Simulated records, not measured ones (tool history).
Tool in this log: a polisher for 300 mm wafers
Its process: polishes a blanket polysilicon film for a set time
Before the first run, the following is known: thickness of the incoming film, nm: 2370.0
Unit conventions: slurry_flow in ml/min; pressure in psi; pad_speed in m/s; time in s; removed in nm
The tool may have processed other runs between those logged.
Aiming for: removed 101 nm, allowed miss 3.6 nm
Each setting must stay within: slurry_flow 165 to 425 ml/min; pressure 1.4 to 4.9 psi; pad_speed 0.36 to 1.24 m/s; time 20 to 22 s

run 1 hour=0 | slurry_flow=275 pressure=3.1 pad_speed=0.8 time=22 | removed=147.78
run 2 hour=2.9 | slurry_flow=275 pressure=2.9 pad_speed=0.8 time=22 | removed=143.56
run 3 hour=7.4 | slurry_flow=275 pressure=2.9 pad_speed=0.88 time=22 | removed=155.91
run 4 hour=8.2 | slurry_flow=275 pressure=2.7 pad_speed=0.88 time=22 | removed=149.88
run 5 hour=11.1 | slurry_flow=275 pressure=2.5 pad_speed=0.88 time=22 | removed=145.38
run 6 hour=19.3 | slurry_flow=275 pressure=2.5 pad_speed=0.72 time=22 | removed=118.61
run 7 hour=21.1 | slurry_flow=275 pressure=2.4 pad_speed=0.72 time=22 | removed=114.46
run 8 hour=28.2 | slurry_flow=275 pressure=2.3 pad_speed=0.72 time=22 | removed=112.17
run 9 hour=31.3 | slurry_flow=275 pressure=2.2 pad_speed=0.72 time=22 | removed=107.4

Which single option among these 4 for the next run brings every result within its allowed miss of target? Just one does.
run A hour=34.4 | slurry_flow=350 pressure=2.8 pad_speed=0.6 time=20 | removed=?
run B hour=34.4 | slurry_flow=275 pressure=2.2 pad_speed=0.74 time=22 | removed=?
run C hour=34.4 | slurry_flow=280 pressure=2.9 pad_speed=0.56 time=20 | removed=?
run D hour=34.4 | slurry_flow=330 pressure=1.8 pad_speed=0.74 time=20 | removed=?

move=A removed=101.59
move=B removed=113.1
move=C removed=94.552
move=D removed=94.738
A: each result inside its tolerance
B: further off than the last run
C: moves the result that the last run missed by most past its target, out the other side
D: moves the result that the last run missed by most past its target, out the other side
Answer: A

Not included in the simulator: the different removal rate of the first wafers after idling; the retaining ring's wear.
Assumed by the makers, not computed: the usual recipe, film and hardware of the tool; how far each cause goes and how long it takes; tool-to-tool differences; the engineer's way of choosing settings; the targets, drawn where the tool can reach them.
